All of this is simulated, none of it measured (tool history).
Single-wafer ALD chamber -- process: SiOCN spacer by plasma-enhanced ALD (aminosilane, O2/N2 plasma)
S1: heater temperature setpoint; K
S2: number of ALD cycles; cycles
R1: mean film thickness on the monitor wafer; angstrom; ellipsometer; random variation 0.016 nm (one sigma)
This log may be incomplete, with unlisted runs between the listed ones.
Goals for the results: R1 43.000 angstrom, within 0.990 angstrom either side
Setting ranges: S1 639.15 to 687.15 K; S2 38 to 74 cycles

| run | hour | S1 | S2 | R1 |
|---|---|---|---|---|
| 1 | 0.0 | 663.15 | 56 | 34.966 |
| 2 | 3.3 | 663.15 | 60 | 37.355 |
| 3 | 8.7 | 670.15 | 60 | 37.294 |
| 4 | 15.4 | 670.15 | 62 | 38.877 |
| 5 | 16.1 | 679.15 | 62 | 37.767 |
| 6 | 17.7 | 678.15 | 64 | 39.182 |
| 7 | 19.6 | 677.15 | 66 | 40.136 |
| 8 | 21.7 | 677.15 | 67 | 40.939 |
| 9 | 25.6 | 677.15 | 68 | 41.497 |

Pick the move, out of 4, that brings all results within their allowed miss; only one does.
| A | 29.5 | 672.15 | 66 | ? |
| B | 29.5 | 679.15 | 67 | ? |
| C | 29.5 | 680.15 | 71 | ? |
| D | 29.5 | 666.15 | 74 | ? |

| move | R1 |
|---|---|
| A | 41.086 |
| B | 40.709 |
| C | 42.988 |
| D | 46.102 |
A: the biggest miss grows against the last run
B: the biggest miss grows against the last run
C: every result lands within tolerance
D: carries the result that was furthest off beyond its target, to the other side
C is the move that brings every result within its allowed miss.

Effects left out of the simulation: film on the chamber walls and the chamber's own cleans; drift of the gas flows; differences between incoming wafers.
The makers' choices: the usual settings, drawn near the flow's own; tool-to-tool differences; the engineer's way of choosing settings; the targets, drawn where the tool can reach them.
